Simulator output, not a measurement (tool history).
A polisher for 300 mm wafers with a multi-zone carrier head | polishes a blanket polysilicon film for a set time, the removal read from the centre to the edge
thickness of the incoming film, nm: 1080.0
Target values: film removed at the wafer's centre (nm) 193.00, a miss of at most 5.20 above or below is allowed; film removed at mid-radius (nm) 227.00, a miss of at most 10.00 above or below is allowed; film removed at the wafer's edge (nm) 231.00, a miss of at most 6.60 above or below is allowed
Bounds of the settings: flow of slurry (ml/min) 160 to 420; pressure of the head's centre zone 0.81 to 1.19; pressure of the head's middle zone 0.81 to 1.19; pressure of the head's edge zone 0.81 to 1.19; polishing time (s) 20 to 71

run	hour	flow of slurry (ml/min)	pressure of the head's centre zone	pressure of the head's middle zone	pressure of the head's edge zone	polishing time (s)	film removed at the wafer's centre (nm)	film removed at mid-radius (nm)	film removed at the wafer's edge (nm)
1	0.0	270	1.00	1.00	1.00	45	218.97	198.94	201.82
2	6.1	270	1.07	1.00	1.00	45	236.92	199.62	201.01
3	8.3	270	1.07	1.08	1.00	45	235.72	212.14	206.44
4	12.8	260	1.03	1.10	1.03	45	225.91	211.44	205.25
# hour 21.0: centre zone pressure recalibrated
5	21.0	260	0.98	1.11	1.07	46	199.39	220.09	214.44
6	27.0	260	0.98	1.11	1.07	36	155.14	173.40	166.32
7	33.4	270	0.98	1.11	1.10	38	164.70	178.89	178.41
8	38.6	275	0.98	1.13	1.12	40	174.94	200.34	193.93
9	45.7	295	0.97	1.12	1.14	41	181.21	203.79	198.01

Pick the move, out of 5, that brings all results within their allowed miss; only one does.
A	52.8	255	0.94	1.19	1.10	46	?	?	?
B	52.8	275	1.08	1.19	0.86	39	?	?	?
C	52.8	305	0.92	1.08	1.15	47	?	?	?
D	52.8	335	0.97	1.19	1.01	39	?	?	?
E	52.8	160	0.85	0.86	1.19	52	?	?	?

move	film removed at the wafer's centre (nm)	film removed at mid-radius (nm)	film removed at the wafer's edge (nm)
A	187.48	230.95	212.45
B	184.67	197.52	162.62
C	191.58	221.58	225.52
D	169.50	201.67	177.09
E	174.80	183.30	236.34
A: nearer the targets than the last run, but a result is still out of spec
B: moves away from the targets compared with the last run
C: every result within its allowed miss
D: moves away from the targets compared with the last run
E: the furthest-off result lands on target, but another misses its tolerance
C meets every target.
